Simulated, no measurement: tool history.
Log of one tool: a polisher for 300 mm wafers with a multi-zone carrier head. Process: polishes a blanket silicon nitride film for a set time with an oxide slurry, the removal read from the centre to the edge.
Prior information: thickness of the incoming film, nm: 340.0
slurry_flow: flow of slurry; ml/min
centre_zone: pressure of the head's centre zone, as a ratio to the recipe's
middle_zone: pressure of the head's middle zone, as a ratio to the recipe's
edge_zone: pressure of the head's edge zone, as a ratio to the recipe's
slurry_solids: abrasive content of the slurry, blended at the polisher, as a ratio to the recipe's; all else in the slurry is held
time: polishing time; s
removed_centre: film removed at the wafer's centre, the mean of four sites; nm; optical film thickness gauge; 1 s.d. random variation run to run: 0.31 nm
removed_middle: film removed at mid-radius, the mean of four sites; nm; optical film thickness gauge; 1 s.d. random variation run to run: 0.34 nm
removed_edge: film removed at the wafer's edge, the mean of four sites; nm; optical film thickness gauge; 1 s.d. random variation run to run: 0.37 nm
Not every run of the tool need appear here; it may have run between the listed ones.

run  hour  slurry_flow  centre_zone  middle_zone  edge_zone  slurry_solids  time  removed_centre  removed_middle  removed_edge
  1   0.0          215         1.00         1.00       1.00            1.0    47          35.049          34.737        33.232
  2   4.3          210         0.98         0.97       0.98            0.9    47          32.425          32.703        31.386
  3  10.1          205         0.98         0.94       0.97            0.8    47          31.380          30.889        30.080
  4  15.6          205         0.98         0.86       0.97            0.8    47          31.337          28.631        30.764
  5  16.4          155         0.98         0.86       0.97            0.8    47          30.014          26.577        29.054
  6  21.4          130         0.98         0.86       0.97            0.8    47          28.190          26.474        28.395
  7  28.5          130         0.98         0.86       0.97            0.8    47          28.226          25.476        27.674
  8  31.0          130         0.98         0.87       0.96            0.8    47          28.027          25.836        27.983

What will run 9 give?
  9  38.9          130         0.98         0.88       0.95            0.8    47               ?               ?             ?

removed_centre: 28.085 nm
removed_middle: 25.780 nm
removed_edge: 27.978 nm
